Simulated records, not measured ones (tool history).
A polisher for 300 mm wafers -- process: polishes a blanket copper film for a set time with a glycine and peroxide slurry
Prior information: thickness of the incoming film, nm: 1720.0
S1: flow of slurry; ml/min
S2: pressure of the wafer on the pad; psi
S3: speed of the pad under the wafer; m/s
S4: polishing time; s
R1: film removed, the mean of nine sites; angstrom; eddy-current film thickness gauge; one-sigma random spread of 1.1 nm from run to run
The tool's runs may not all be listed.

{"run": 1, "hour": 0.0, "S1": 165, "S2": 3.3, "S3": 1.24, "S4": 51, "R1": 3114.2}
{"run": 2, "hour": 0.7, "S1": 160, "S2": 2.8, "S3": 1.14, "S4": 51, "R1": 2564.8}
{"run": 3, "hour": 8.4, "S1": 160, "S2": 2.8, "S3": 1.14, "S4": 45, "R1": 2279.3}
{"run": 4, "hour": 16.6, "S1": 190, "S2": 2.8, "S3": 1.14, "S4": 45, "R1": 2318.7}
{"run": 5, "hour": 24.4, "S1": 190, "S2": 2.5, "S3": 1.1, "S4": 45, "R1": 2066.7}
{"run": 6, "hour": 26.2, "S1": 190, "S2": 2.2, "S3": 1.06, "S4": 45, "R1": 1788.9}
{"run": 7, "hour": 28.9, "S1": 190, "S2": 2.0, "S3": 1.06, "S4": 45, "R1": 1653.1}
{"run": 8, "hour": 35.3, "S1": 190, "S2": 1.9, "S3": 1.06, "S4": 45, "R1": 1613.6}

For run 9, what comes out?
{"run": 9, "hour": 38.3, "S1": 190, "S2": 1.8, "S3": 1.06, "S4": 45, "R1": "?"}

Run 9 came out at R1 1549.3 angstrom.
